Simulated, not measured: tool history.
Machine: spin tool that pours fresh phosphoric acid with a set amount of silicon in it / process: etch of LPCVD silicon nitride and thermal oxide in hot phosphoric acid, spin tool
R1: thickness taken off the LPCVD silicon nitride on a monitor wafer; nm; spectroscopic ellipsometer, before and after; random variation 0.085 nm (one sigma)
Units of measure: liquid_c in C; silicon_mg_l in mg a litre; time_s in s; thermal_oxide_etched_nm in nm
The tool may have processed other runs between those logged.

run 1 day=0.000 | liquid_c=161.0 silicon_mg_l=14.5 time_s=180 | R1=13.629 thermal_oxide_etched_nm=0.36655
run 2 day=0.333 | liquid_c=159.5 silicon_mg_l=14.5 time_s=180 | R1=13.032 thermal_oxide_etched_nm=0.32844
run 3 day=0.546 | liquid_c=159.5 silicon_mg_l=21.5 time_s=180 | R1=13.100 thermal_oxide_etched_nm=0.26419
run 4 day=0.908 | liquid_c=161.0 silicon_mg_l=17.5 time_s=185 | R1=14.036 thermal_oxide_etched_nm=0.31760
run 5 day=1.117 | liquid_c=161.0 silicon_mg_l=17.5 time_s=260 | R1=19.588 thermal_oxide_etched_nm=0.49303
run 6 day=1.383 | liquid_c=161.0 silicon_mg_l=17.5 time_s=315 | R1=23.979 thermal_oxide_etched_nm=0.56130
run 7 day=1.529 | liquid_c=160.5 silicon_mg_l=12.0 time_s=290 | R1=21.780 thermal_oxide_etched_nm=0.61212
run 8 day=1.725 | liquid_c=160.0 silicon_mg_l=8.5 time_s=275 | R1=20.239 thermal_oxide_etched_nm=0.65059
run 9 day=2.042 | liquid_c=159.5 silicon_mg_l=6.5 time_s=265 | R1=19.002 thermal_oxide_etched_nm=0.65238
run 10 day=2.138 | liquid_c=159.0 silicon_mg_l=5.0 time_s=260 | R1=18.374 thermal_oxide_etched_nm=0.52327
run 11 day=2.450 | liquid_c=161.5 silicon_mg_l=4.5 time_s=225 | R1=17.470 thermal_oxide_etched_nm=0.66626

What will run 12 give?
run 12 day=2.633 | liquid_c=161.5 silicon_mg_l=4.5 time_s=225 | R1=? thermal_oxide_etched_nm=?

{"run 12": {"R1": 17.352, "thermal_oxide_etched_nm": 0.57249}}
